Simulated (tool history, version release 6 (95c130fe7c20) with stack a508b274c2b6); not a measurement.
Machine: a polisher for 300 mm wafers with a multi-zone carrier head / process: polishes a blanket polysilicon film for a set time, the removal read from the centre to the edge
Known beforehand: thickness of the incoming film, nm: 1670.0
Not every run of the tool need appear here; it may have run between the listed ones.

| run | hour | flow of slurry (ml/min) | pressure of the head's centre zone | pressure of the head's middle zone | pressure of the head's edge zone | polishing time (s) | film removed at the wafer's centre (Å) | film removed at mid-radius (Å) | film removed at the wafer's edge (Å) |
|---|---|---|---|---|---|---|---|---|---|
| 1 | 0 | 170 | 1 | 1 | 1 | 50 | 6383.1 | 5889.7 | 5878.1 |
| 2 | 8.4 | 170 | 1 | 1 | 1 | 44 | 5673.3 | 5375.2 | 5060.3 |
| 3 | 13.2 | 150 | 0.94 | 0.98 | 0.99 | 39 | 4601.8 | 4435.3 | 4486.3 |
| 4 | 21.7 | 150 | 0.9 | 1.01 | 0.95 | 35 | 4027.5 | 4113.3 | 3911.2 |
| 5 | 28.3 | 150 | 0.98 | 1.01 | 0.95 | 35 | 4286.8 | 4052.1 | 3938.9 |
| 6 | 34.2 | 135 | 0.92 | 1.04 | 0.92 | 34 | 3826 | 3982 | 3706 |

Run 7 comes next. What will it give?
| 7 | 37.4 | 125 | 0.89 | 1.05 | 0.89 | 33 | ? | ? | ? |

film removed at the wafer's centre (Å): 3498.7
film removed at mid-radius (Å): 3910.4
film removed at the wafer's edge (Å): 3518.7
